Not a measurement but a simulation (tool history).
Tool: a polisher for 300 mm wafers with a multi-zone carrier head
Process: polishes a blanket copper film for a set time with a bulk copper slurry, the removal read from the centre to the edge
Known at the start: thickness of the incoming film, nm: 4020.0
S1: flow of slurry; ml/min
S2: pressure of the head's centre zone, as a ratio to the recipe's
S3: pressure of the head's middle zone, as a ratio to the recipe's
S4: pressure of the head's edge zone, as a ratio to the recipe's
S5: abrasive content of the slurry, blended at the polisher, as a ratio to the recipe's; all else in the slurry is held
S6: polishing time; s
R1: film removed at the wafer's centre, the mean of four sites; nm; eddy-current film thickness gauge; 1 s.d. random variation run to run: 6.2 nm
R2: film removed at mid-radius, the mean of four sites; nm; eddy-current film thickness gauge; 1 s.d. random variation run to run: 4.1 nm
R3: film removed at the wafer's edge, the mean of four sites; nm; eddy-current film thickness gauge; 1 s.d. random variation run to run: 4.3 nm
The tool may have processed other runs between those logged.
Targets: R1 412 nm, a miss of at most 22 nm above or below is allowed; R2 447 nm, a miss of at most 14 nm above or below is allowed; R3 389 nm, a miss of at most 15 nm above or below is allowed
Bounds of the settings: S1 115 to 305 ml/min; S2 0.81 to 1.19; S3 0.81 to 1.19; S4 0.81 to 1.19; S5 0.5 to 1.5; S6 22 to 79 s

run	hour	S1	S2	S3	S4	S5	S6	R1	R2	R3
1	0	195	1	1	1	1	50	254.35	250.84	267.57
2	2.8	195	1.07	1	1	1	50	270.71	251.87	268.14
3	10.5	200	1.07	1.02	1	1.05	51	279.14	262.99	278.96
4	12.2	205	1.07	1.04	0.98	1.1	53	293.53	279.33	283.7
5	15.2	205	1.03	1.04	0.98	1.1	53	274.52	282.28	289.93
6	16	205	0.96	1.04	0.98	1.1	53	256.42	283.18	282.45
7	16.8	210	0.98	1.06	0.98	1.15	54	284.83	290.35	294.41
8	24.5	210	0.98	1.06	0.98	1.15	54	283.63	296.59	297.53
9	27.8	215	0.98	1.07	0.97	1.2	55	282.51	309.63	295.56
10	29.8	220	0.99	1.08	0.98	1.25	56	296.82	317.72	304.53
11	35.4	225	0.99	1.09	0.98	1.25	57	300.62	324.13	313.92
12	43	225	1	1.1	0.97	1.25	58	304.93	328.86	321.49
13	45.4	225	1.01	1.11	0.95	1.3	59	322.64	350.2	321.89
14	51.9	225	1.01	1.12	0.95	1.3	60	326.82	356.78	332.56
15	55.8	280	1.08	1.19	0.91	1.5	66	398.35	423.02	363.54

Which one of the following 4 next-run settings gets every result inside its allowed miss? There is exactly one.
A	59.7	275	1.03	1.18	0.91	1.35	64	?	?	?
B	59.7	280	1.13	1.19	0.82	1.4	65	?	?	?
C	59.7	285	1.04	1.15	1.06	1.45	64	?	?	?
D	59.7	280	1.01	1.12	0.83	1.5	73	?	?	?

move	R1	R2	R3
A	367.32	401.41	348.18
B	412.92	413.77	339.92
C	376.84	398.67	380.3
D	418.88	446.55	388.72
A: lands further from the targets than the last run did
B: lands further from the targets than the last run did
C: lands further from the targets than the last run did
D: in spec on every target
D meets every target.
